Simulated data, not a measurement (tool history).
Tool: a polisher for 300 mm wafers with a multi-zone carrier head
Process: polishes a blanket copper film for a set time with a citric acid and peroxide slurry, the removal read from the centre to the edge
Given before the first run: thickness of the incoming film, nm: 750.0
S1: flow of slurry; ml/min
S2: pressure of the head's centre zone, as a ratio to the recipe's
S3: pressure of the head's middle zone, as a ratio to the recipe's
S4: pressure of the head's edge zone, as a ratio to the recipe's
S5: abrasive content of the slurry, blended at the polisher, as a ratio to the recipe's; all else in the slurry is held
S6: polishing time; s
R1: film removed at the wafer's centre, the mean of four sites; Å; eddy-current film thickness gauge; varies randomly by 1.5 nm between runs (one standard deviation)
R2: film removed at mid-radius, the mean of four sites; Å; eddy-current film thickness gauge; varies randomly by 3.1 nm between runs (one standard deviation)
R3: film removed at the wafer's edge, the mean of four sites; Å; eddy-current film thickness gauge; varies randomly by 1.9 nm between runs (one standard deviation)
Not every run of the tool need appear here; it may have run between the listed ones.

run	hour	S1	S2	S3	S4	S5	S6	R1	R2	R3
1	0.0	160	1.00	1.00	1.00	1.00	82	2115.0	2122.6	2142.4
2	5.1	160	1.00	1.06	1.00	1.00	82	2101.5	2210.2	2117.8
3	8.5	160	1.00	1.12	1.00	1.00	82	2098.0	2290.6	2123.9
4	10.6	160	1.00	1.12	1.00	1.00	96	2429.2	2707.5	2518.9
# hour 14.2: edge zone pressure recalibrated
5	14.2	160	1.00	1.12	1.03	1.00	96	2492.5	2713.8	2577.7
6	16.5	155	0.98	1.11	1.01	0.95	96	2382.7	2651.4	2493.2
7	22.0	150	0.96	1.10	1.01	0.90	96	2272.8	2644.2	2442.6

Run 8 has not been measured yet. What should we expect?
8	27.1	145	0.94	1.08	1.01	0.85	96	?	?	?

R1: 2232.0 Å
R2: 2541.1 Å
R3: 2405.8 Å

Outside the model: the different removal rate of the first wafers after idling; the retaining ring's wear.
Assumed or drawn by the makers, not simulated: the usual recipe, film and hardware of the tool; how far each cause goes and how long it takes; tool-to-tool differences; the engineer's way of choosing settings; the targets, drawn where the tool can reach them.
